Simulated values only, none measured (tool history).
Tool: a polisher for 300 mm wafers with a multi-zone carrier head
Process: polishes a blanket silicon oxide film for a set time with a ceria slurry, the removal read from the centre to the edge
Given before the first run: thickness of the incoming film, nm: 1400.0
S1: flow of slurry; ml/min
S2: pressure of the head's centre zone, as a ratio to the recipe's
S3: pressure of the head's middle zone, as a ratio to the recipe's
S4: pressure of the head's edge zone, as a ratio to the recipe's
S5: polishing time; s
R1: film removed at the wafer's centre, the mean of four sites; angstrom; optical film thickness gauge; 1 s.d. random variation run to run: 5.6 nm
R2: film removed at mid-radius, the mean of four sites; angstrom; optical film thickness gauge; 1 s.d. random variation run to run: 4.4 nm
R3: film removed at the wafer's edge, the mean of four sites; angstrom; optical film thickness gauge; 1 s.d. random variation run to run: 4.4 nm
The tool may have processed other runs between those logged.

| run | hour | S1 | S2 | S3 | S4 | S5 | R1 | R2 | R3 |
|---|---|---|---|---|---|---|---|---|---|
| 1 | 0 | 275 | 1 | 1 | 1 | 75 | 4790.1 | 4766.3 | 5005 |
| 2 | 5.4 | 280 | 1 | 0.99 | 1.03 | 76 | 4919.5 | 4785 | 5153.5 |
| 3 | 9.9 | 285 | 0.99 | 0.98 | 1.06 | 77 | 4935.9 | 4716 | 5273.8 |
| 4 | 12.7 | 285 | 1.06 | 0.98 | 1.06 | 77 | 5380 | 4843.7 | 5260.6 |
| 5 | 19.9 | 290 | 1.04 | 0.98 | 1.08 | 78 | 5326.9 | 4836.3 | 5433.2 |
| 6 | 21.5 | 290 | 1.1 | 0.98 | 1.08 | 78 | 5571.8 | 4887.1 | 5395.2 |
| 7 | 29.8 | 295 | 1.07 | 0.98 | 1.1 | 79 | 5442 | 4950.5 | 5592.7 |
| 8 | 32.9 | 300 | 1.06 | 0.98 | 1.11 | 79 | 5432.4 | 4909.5 | 5557.4 |

What does the tool deliver on the next run?
| 9 | 36.3 | 300 | 1.04 | 0.98 | 1.12 | 80 | ? | ? | ? |

{"run 9": {"R1": 5382.8, "R2": 4962.4, "R3": 5709.7}}
